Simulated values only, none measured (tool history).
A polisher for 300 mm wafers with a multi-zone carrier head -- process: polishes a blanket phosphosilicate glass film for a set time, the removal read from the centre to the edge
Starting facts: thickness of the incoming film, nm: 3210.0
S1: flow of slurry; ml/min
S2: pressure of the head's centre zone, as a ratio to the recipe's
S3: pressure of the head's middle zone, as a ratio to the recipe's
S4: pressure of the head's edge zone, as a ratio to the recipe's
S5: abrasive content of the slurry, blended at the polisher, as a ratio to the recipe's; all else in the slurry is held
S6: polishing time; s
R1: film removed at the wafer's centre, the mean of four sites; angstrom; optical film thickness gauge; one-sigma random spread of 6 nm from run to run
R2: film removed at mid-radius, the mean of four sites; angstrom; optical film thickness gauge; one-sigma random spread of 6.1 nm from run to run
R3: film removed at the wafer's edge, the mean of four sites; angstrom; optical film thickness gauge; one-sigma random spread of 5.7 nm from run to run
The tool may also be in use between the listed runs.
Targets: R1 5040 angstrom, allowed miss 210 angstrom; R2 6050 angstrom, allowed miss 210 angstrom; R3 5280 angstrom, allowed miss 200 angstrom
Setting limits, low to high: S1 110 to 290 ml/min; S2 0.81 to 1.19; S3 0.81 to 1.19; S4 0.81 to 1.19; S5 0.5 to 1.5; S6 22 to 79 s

{"run": 1, "hour": 0.0, "S1": 185, "S2": 1, "S3": 1, "S4": 1, "S5": 1, "S6": 50, "R1": 4060.7, "R2": 4009, "R3": 3973.7}
{"run": 2, "hour": 4.0, "S1": 185, "S2": 0.97, "S3": 1, "S4": 1, "S5": 1, "S6": 50, "R1": 3878.5, "R2": 4011.2, "R3": 3928.4}
{"run": 3, "hour": 8.4, "S1": 190, "S2": 0.97, "S3": 1.03, "S4": 1.02, "S5": 1.1, "S6": 50, "R1": 4027.3, "R2": 4341.5, "R3": 4110.8}
{"run": 4, "hour": 15.9, "S1": 195, "S2": 0.97, "S3": 1.05, "S4": 1.04, "S5": 1.15, "S6": 50, "R1": 4302.6, "R2": 4388, "R3": 4262.1}
{"run": 5, "hour": 20.8, "S1": 225, "S2": 0.97, "S3": 1.05, "S4": 1.04, "S5": 1.15, "S6": 50, "R1": 4256.4, "R2": 4468.1, "R3": 4263.9}
{"run": 6, "hour": 23.8, "S1": 225, "S2": 0.96, "S3": 1.07, "S4": 1.04, "S5": 1.2, "S6": 51, "R1": 4429.5, "R2": 4762.6, "R3": 4511.4}
{"run": 7, "hour": 32.3, "S1": 225, "S2": 0.95, "S3": 1.09, "S4": 1.04, "S5": 1.25, "S6": 51, "R1": 4329, "R2": 4926.1, "R3": 4571.5}
{"run": 8, "hour": 39.8, "S1": 225, "S2": 0.96, "S3": 1.11, "S4": 1.04, "S5": 1.3, "S6": 51, "R1": 4539, "R2": 5060.6, "R3": 4524.9}
{"run": 9, "hour": 40.5, "S1": 250, "S2": 0.89, "S3": 1.16, "S4": 1.13, "S5": 1.5, "S6": 54, "R1": 4747.2, "R2": 5864.9, "R3": 5371.8}

Consider the 4 candidate settings below. Which is the only one whose results all fall within their allowed miss of target?
{"run": "A", "hour": 41.2, "S1": 250, "S2": 0.82, "S3": 1.08, "S4": 1.14, "S5": 1.4, "S6": 57, "R1": "?", "R2": "?", "R3": "?"}
{"run": "B", "hour": 41.2, "S1": 290, "S2": 0.9, "S3": 1.04, "S4": 1.14, "S5": 1.5, "S6": 54, "R1": "?", "R2": "?", "R3": "?"}
{"run": "C", "hour": 41.2, "S1": 255, "S2": 0.83, "S3": 1.18, "S4": 1.19, "S5": 1.4, "S6": 54, "R1": "?", "R2": "?", "R3": "?"}
{"run": "D", "hour": 41.2, "S1": 235, "S2": 0.96, "S3": 1.19, "S4": 1.1, "S5": 1.5, "S6": 55, "R1": "?", "R2": "?", "R3": "?"}

move=A R1=4450.7 R2=5705.1 R3=5566.6
move=B R1=4803.6 R2=5441 R3=5455.7
move=C R1=4280.2 R2=5817.3 R3=5394.7
move=D R1=5090.9 R2=6038.9 R3=5355.1
A: the biggest miss grows against the last run
B: the biggest miss grows against the last run
C: the biggest miss grows against the last run
D: each result inside its tolerance
The move that meets every target is D.
